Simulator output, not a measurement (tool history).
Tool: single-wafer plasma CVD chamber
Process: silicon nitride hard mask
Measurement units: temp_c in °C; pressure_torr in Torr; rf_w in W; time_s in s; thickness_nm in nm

| run | hour | temp_c | pressure_torr | rf_w | time_s | thickness_nm |
|---|---|---|---|---|---|---|
| 1 | 0.0 | 390 | 1.20 | 345 | 67.4 | 70.460 |
| 2 | 5.5 | 390 | 1.25 | 350 | 67.5 | 71.768 |
| 3 | 7.4 | 390 | 1.45 | 350 | 67.5 | 75.705 |
| 4 | 7.9 | 390 | 1.53 | 350 | 67.5 | 76.794 |
| 5 | 15.0 | 390 | 1.53 | 300 | 67.5 | 67.192 |
| 6 | 16.3 | 390 | 1.54 | 310 | 67.7 | 70.388 |
| 7 | 17.6 | 390 | 1.55 | 320 | 67.9 | 72.444 |

Run 8 is up next; what results do you expect?
| 8 | 22.9 | 390 | 1.56 | 325 | 68.0 | ? |

{"run 8": {"thickness_nm": 73.698}}

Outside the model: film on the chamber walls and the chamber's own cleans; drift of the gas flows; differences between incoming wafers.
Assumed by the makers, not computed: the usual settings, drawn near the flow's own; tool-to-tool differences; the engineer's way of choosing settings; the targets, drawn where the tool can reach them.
